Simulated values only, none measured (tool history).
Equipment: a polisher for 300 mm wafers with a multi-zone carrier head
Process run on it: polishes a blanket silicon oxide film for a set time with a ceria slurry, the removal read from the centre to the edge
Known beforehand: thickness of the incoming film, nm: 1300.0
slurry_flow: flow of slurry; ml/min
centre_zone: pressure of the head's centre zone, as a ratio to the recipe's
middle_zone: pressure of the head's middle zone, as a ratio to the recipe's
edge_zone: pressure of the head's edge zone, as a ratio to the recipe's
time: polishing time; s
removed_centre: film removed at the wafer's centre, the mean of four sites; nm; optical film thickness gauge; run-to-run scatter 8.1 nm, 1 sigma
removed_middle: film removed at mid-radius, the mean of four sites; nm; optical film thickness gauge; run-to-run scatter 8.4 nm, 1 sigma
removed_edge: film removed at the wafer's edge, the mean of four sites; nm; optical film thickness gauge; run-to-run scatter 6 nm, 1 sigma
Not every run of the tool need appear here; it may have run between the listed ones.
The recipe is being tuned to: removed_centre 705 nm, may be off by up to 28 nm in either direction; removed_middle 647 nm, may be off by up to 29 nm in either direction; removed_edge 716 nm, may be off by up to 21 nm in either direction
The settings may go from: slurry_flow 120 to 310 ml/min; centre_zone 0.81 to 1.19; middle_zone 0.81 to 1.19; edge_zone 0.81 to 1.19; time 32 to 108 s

run  hour  slurry_flow  centre_zone  middle_zone  edge_zone  time  removed_centre  removed_middle  removed_edge
  1     0          200            1            1          1    70          555.46          553.47        547.34
  2   1.8          205         1.01            1       1.02    72          569.82          580.16        579.42
  3   3.6          245         1.01            1       1.02    72          578.67          589.64        577.99
  4   4.4          245         1.02         0.99       1.04    73          591.73          595.51        592.61
  5   5.8          245         1.05         0.99       1.04    73          617.67           595.1        595.55
  6  13.6          245         1.05         0.98       1.05    74          623.82          596.22        611.88
  7  21.1          245         1.06         0.98       1.06    75           635.9          606.87        615.07
  8  23.1          245         1.06         0.97       1.07    76          644.35          606.85        629.22
  9    29          245         1.06         0.97       1.08    77          654.44          620.32        638.16
 10  37.9          245         1.06         0.96       1.09    78           650.1          621.11         646.3
 11  45.2          245         1.06         0.95        1.1    79          654.85          626.18        658.51
 12  50.6          275          1.1         0.93       1.19    81           717.7          647.13        693.97

Which of these 5 next moves meets every target?
  A    56          280          1.1         0.97       1.16    79               ?               ?             ?
  B    56          255         1.06          0.9       1.18    84               ?               ?             ?
  C    56          310            1         1.08       1.17    79               ?               ?             ?
  D    56          265         0.92            1       1.19    84               ?               ?             ?
  E    56          260         0.99         0.97       1.19    80               ?               ?             ?

move  removed_centre  removed_middle  removed_edge
   A          696.08          638.79        665.83
   B           709.1          644.05        707.54
   C          646.31           689.1        671.29
   D          628.75          689.09        710.57
   E          637.24          642.84        676.04
A: lands further from the targets than the last run did
B: all results in spec
C: lands further from the targets than the last run did
D: brings the result that was furthest off to its target, and leaves another outside
E: lands further from the targets than the last run did
B is the move that brings every result within its allowed miss.
